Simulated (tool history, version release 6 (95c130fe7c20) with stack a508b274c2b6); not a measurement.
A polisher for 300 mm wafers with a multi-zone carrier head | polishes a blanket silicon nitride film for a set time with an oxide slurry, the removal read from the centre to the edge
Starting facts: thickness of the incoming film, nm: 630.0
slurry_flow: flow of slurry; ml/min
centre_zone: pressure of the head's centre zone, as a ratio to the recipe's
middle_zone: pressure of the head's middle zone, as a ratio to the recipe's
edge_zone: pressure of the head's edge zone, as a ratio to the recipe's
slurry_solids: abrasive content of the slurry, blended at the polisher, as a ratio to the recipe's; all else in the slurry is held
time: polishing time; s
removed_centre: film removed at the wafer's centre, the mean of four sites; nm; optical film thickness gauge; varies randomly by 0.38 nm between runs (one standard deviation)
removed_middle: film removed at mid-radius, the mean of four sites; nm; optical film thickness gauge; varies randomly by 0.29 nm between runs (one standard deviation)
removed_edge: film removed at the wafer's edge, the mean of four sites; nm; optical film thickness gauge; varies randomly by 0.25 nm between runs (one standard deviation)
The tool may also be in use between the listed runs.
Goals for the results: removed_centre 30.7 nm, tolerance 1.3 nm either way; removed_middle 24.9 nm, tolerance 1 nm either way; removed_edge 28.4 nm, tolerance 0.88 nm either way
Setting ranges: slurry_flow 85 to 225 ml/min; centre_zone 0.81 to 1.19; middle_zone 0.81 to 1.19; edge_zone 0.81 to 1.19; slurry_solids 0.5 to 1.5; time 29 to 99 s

run	hour	slurry_flow	centre_zone	middle_zone	edge_zone	slurry_solids	time	removed_centre	removed_middle	removed_edge
1	0	145	1	1	1	1	64	32.898	34.365	35.26
2	2.3	145	1	1	1	1	77	40.125	41.627	41.876
3	3.1	145	1	1	1	0.85	77	37.107	38.506	40.249
4	5.4	140	1.03	0.98	0.97	0.8	75	36.66	36.456	37.648
5	6.7	135	1.05	0.95	0.96	0.75	73	35.765	33.226	34.985
6	11.5	135	1.11	0.95	0.96	0.75	73	36.903	32.938	35.415
7	14.8	130	1.1	0.93	0.95	0.7	72	35.243	31.231	32.907
8	16.7	125	1.1	0.91	0.96	0.65	72	33.548	29.55	32.561
9	22.9	120	1.1	0.89	0.95	0.65	72	33.192	29.308	32.053
10	30.8	115	1.11	0.88	0.95	0.6	72	32.609	27.46	30.292
11	32.6	110	1.11	0.87	0.95	0.6	72	31.731	27.058	30.532
12	34.3	110	1.11	0.87	0.95	0.6	72	32.229	26.917	30.791
13	39.4	105	1.11	0.86	0.94	0.6	72	31.5	26.13	30.362
14	44.7	105	1.11	0.86	0.93	0.6	72	30.908	26.27	29.901
15	50.9	105	1.12	0.86	0.92	0.6	72	32.091	26.519	30.501

Which one of the following 5 next-run settings gets every result inside its allowed miss? There is exactly one.
A	57.1	145	1.07	0.97	0.85	0.5	70	?	?	?
B	57.1	135	1.19	0.82	0.89	0.5	70	?	?	?
C	57.1	140	1.08	0.81	0.87	0.65	65	?	?	?
D	57.1	120	1.19	0.88	0.89	0.5	76	?	?	?
E	57.1	140	1.14	1.08	0.94	0.5	67	?	?	?

move	removed_centre	removed_middle	removed_edge
A	30.218	28.08	27.417
B	33.012	24.039	27.741
C	30.884	24.54	28.231
D	34.721	26.884	29.5
E	30.593	29.204	27.292
A: pushes the last run's worst result past its target
B: corrects the largest miss of the last run, while another result sits out of spec
C: meets every target
D: the biggest miss grows against the last run
E: pushes the last run's worst result past its target
The move that meets every target is C.
